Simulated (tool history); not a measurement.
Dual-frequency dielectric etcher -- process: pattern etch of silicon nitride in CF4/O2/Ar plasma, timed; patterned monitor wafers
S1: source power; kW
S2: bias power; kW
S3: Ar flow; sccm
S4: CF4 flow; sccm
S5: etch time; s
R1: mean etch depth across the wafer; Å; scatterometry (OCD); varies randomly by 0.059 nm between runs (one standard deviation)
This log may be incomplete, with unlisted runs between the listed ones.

run,hour,S1,S2,S3,S4,S5,R1
1,0,0.66,0.057,96,87,10,281.98
2,6.8,0.66,0.057,111,87,10,275.32
3,8,0.66,0.048,111,87,10,252.74
4,9.9,0.6,0.047,111,87,10,226.7
5,11.8,0.56,0.047,111,87,10,209.35
6,18.2,0.54,0.047,111,87,10,201.38

What does the tool deliver on the next run?
7,20.1,0.44,0.046,111,87,10,?

Logged for run 7: R1 158.21 Å.
